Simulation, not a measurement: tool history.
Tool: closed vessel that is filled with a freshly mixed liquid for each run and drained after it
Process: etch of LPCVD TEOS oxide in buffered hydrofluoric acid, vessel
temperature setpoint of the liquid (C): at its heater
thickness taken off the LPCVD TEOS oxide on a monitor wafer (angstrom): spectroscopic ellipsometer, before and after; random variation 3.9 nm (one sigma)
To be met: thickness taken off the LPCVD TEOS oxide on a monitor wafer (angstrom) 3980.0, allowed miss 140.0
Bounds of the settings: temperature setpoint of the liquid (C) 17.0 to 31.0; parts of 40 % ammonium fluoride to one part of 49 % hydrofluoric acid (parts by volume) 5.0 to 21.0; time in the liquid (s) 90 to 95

run    day  temperature setpoint of the liquid (C)  parts of 40 % ammonium fluoride to one part of 49 % hydrofluoric acid (parts by volume)  time in the liquid (s)  thickness taken off the LPCVD TEOS oxide on a monitor wafer (angstrom)
  1  0.000                                    23.0                                                                                     13.0                      90                                                                  3096.7
  2  0.142                                    24.5                                                                                     13.0                      90                                                                  3356.6
  3  0.488                                    25.5                                                                                     13.0                      90                                                                  3533.6
  4  0.512                                    26.0                                                                                     13.0                      90                                                                  3620.7
  5  0.667                                    26.5                                                                                     13.0                      90                                                                  3725.9
  6  1.008                                    26.5                                                                                     11.0                      90                                                                  4432.9
  7  1.138                                    26.0                                                                                     11.0                      90                                                                  4268.9
  8  1.438                                    25.5                                                                                     11.0                      90                                                                  4214.9

4 next moves are on the table. One of them brings every result within its allowed miss. Which?
  A  1.738                                    26.5                                                                                     11.0                      95                                                                       ?
  B  1.738                                    26.0                                                                                     10.5                      95                                                                       ?
  C  1.738                                    25.5                                                                                     10.5                      95                                                                       ?
  D  1.738                                    28.5                                                                                     14.5                      95                                                                       ?

move  thickness taken off the LPCVD TEOS oxide on a monitor wafer (angstrom)
   A                                                                  4702.2
   B                                                                  4789.6
   C                                                                  4662.2
   D                                                                  3993.5
A: further off than the last run
B: further off than the last run
C: further off than the last run
D: meets every target
Answer: D
